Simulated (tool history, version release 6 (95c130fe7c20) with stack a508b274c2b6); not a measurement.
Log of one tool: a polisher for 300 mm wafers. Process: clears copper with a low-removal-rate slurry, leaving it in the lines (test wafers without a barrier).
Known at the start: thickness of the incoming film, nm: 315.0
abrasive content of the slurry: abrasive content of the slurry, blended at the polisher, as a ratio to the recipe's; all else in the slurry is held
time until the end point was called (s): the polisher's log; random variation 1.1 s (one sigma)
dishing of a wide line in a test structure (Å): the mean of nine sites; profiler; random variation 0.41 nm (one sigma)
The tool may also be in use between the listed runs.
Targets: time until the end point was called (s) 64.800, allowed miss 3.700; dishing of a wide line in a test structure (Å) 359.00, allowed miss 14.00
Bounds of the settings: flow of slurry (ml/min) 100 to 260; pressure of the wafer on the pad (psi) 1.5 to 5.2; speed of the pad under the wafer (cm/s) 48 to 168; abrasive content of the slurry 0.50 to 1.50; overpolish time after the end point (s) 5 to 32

run,day,flow of slurry (ml/min),pressure of the wafer on the pad (psi),speed of the pad under the wafer (cm/s),abrasive content of the slurry,overpolish time after the end point (s),time until the end point was called (s),dishing of a wide line in a test structure (Å)
1,0.000,165,3.3,108,1.00,16,90.678,271.66
2,0.046,165,3.3,126,1.00,16,81.488,297.85
3,0.188,165,3.5,126,1.00,16,76.994,305.37
4,0.304,165,3.5,126,1.00,10,78.611,231.48
5,0.533,160,3.6,128,1.00,12,74.327,257.51
# day 0.650: slurry blender recalibrated
6,0.650,160,3.6,108,1.00,12,81.305,253.10
7,0.921,160,3.8,106,1.00,13,74.674,275.70
8,0.992,150,4.2,108,1.00,19,69.949,364.16
9,1.229,150,4.2,108,1.00,19,68.633,370.17

5 next moves are on the table. One of them brings every result within its allowed miss. Which?
A,1.467,150,3.6,112,1.00,23,?,?
B,1.467,145,4.9,110,0.90,20,?,?
C,1.467,110,4.0,120,1.10,23,?,?
D,1.467,175,3.9,128,0.95,18,?,?
E,1.467,165,4.0,112,1.05,23,?,?

move,time until the end point was called (s),dishing of a wide line in a test structure (Å)
A,77.744,362.08
B,60.562,383.15
C,68.769,382.48
D,64.533,353.56
E,68.944,382.10
A: further off than the last run
B: takes the result that was furthest off past its target
C: further off than the last run
D: meets every target
E: further off than the last run
Move D is the one to make.
